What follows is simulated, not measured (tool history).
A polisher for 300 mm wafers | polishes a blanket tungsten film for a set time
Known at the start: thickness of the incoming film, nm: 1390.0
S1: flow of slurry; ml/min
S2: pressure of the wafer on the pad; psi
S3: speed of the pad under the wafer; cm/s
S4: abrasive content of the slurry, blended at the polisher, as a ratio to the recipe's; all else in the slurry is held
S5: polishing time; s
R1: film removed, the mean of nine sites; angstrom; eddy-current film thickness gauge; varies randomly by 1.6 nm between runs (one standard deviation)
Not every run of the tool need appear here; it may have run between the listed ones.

Run 1, hour 0.0: S1 190 ml/min, S2 3.5 psi, S3 124 cm/s, S4 1.0, S5 44 s. Result: R1 2615.8 angstrom.
Run 2, hour 5.2: S1 185 ml/min, S2 3.2 psi, S3 124 cm/s, S4 1.0, S5 44 s. Result: R1 2398.9 angstrom.
Run 3, hour 8.0: S1 185 ml/min, S2 3.2 psi, S3 124 cm/s, S4 1.0, S5 44 s. Result: R1 2415.6 angstrom.
Run 4, hour 14.7: S1 155 ml/min, S2 3.2 psi, S3 124 cm/s, S4 1.0, S5 44 s. Result: R1 2318.5 angstrom.
Run 5, hour 19.7: S1 155 ml/min, S2 3.2 psi, S3 124 cm/s, S4 1.2, S5 44 s. Result: R1 2486.8 angstrom.
Run 6, hour 21.2: S1 155 ml/min, S2 3.2 psi, S3 124 cm/s, S4 1.1, S5 44 s. Result: R1 2410.3 angstrom.
Run 7, hour 21.7: S1 150 ml/min, S2 3.0 psi, S3 124 cm/s, S4 1.1, S5 44 s. Result: R1 2272.2 angstrom.

For run 8, what comes out?
Run 8, hour 25.7: S1 145 ml/min, S2 2.9 psi, S3 124 cm/s, S4 1.1, S5 44 s. Result: R1 ?.

{"run 8": {"R1": 2166.6}}

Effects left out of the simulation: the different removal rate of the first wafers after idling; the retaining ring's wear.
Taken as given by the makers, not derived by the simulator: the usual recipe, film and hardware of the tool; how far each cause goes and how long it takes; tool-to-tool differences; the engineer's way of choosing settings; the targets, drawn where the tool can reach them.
